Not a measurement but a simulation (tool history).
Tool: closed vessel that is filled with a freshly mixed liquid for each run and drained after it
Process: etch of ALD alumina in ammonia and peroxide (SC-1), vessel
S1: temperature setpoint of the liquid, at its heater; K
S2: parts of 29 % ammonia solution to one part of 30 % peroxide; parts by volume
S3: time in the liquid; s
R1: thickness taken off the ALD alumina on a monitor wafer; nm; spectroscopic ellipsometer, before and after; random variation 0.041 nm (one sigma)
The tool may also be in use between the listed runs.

run,hour,S1,S2,S3,R1
1,0,328.15,0.45,155,8.8884
2,7.6,328.15,0.55,155,8.9036
3,12.8,326.65,0.55,155,8.4031
4,17.2,326.65,0.55,170,9.061
5,24.3,322.65,0.55,170,7.3406
6,31.7,322.65,0.65,170,7.5029
7,36.7,322.65,0.65,170,7.4209

Forecast run 8:
8,38.2,322.15,0.65,170,?

{"run 8": {"R1": 7.2811}}
